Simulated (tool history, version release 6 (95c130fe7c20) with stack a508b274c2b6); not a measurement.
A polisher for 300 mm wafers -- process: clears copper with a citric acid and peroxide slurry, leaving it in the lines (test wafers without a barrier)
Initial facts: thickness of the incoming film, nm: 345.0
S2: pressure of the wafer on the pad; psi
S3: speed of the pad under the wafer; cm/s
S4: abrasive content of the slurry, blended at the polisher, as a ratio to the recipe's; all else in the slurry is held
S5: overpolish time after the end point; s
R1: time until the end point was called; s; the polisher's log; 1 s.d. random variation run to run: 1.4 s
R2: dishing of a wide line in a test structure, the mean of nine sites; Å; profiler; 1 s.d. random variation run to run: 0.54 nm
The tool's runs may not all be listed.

run 1 day=0 | flow_of_slurry_(ml/min)=170 S2=3.6 S3=96 S4=1 S5=23 | R1=100.84 R2=284.04
run 2 day=0.254 | flow_of_slurry_(ml/min)=170 S2=3.6 S3=96 S4=1 S5=18 | R1=99.935 R2=253.77
run 3 day=0.292 | flow_of_slurry_(ml/min)=170 S2=3.6 S3=96 S4=1.15 S5=18 | R1=99.128 R2=255.36
run 4 day=0.612 | flow_of_slurry_(ml/min)=145 S2=3.6 S3=96 S4=1.15 S5=18 | R1=100.6 R2=251.53
run 5 day=0.792 | flow_of_slurry_(ml/min)=145 S2=3.3 S3=96 S4=1.15 S5=20 | R1=109.61 R2=255.58
run 6 day=1.033 | flow_of_slurry_(ml/min)=145 S2=3.1 S3=96 S4=1.15 S5=21 | R1=115.64 R2=257.11
run 7 day=1.254 | flow_of_slurry_(ml/min)=145 S2=2.9 S3=96 S4=1.15 S5=22 | R1=126.35 R2=256.06
run 8 day=1.592 | flow_of_slurry_(ml/min)=145 S2=2.8 S3=96 S4=1.15 S5=23 | R1=128.34 R2=253.7
run 9 day=1.821 | flow_of_slurry_(ml/min)=145 S2=2.8 S3=96 S4=1.15 S5=24 | R1=126.89 R2=253.6

Forecast run 10:
run 10 day=1.975 | flow_of_slurry_(ml/min)=135 S2=2.5 S3=96 S4=1.15 S5=28 | R1=? R2=?

R1: 143.96 s
R2: 254.91 Å

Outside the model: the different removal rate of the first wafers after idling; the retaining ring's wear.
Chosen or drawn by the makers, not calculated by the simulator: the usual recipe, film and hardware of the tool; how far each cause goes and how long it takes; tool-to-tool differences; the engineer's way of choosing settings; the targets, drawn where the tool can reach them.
